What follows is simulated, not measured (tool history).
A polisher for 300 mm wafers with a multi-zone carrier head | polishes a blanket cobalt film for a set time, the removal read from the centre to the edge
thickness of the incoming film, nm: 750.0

run	hour	flow of slurry (ml/min)	pressure of the head's centre zone	pressure of the head's middle zone	pressure of the head's edge zone	polishing time (s)	film removed at the wafer's centre (Å)	film removed at mid-radius (Å)	film removed at the wafer's edge (Å)
1	0.0	185	1.00	1.00	1.00	55	1936.0	1937.5	1922.8
2	6.1	185	1.04	1.00	1.00	55	2014.5	2014.2	1956.2
3	6.7	225	1.04	1.00	1.00	55	2074.4	2057.3	1996.0
4	7.7	225	1.04	0.94	1.00	55	2111.7	1921.6	2018.0
5	15.8	225	1.04	0.94	1.06	55	2059.7	1926.7	2032.5
6	22.4	225	1.04	1.01	1.06	55	2073.3	2051.8	2060.4
7	25.1	220	1.02	1.00	1.03	54	2019.0	1987.2	1971.8
8	26.9	215	1.00	0.99	1.01	53	1928.7	1897.0	1934.0
9	34.2	205	0.99	0.99	0.91	38	1366.9	1353.4	1325.8

The next listed run, before its measurement:
10	35.5	255	1.01	0.99	1.01	38	?	?	?

{"run 10": {"film removed at the wafer's centre (Å)": 1410.8, "film removed at mid-radius (Å)": 1429.2, "film removed at the wafer's edge (Å)": 1404.5}}

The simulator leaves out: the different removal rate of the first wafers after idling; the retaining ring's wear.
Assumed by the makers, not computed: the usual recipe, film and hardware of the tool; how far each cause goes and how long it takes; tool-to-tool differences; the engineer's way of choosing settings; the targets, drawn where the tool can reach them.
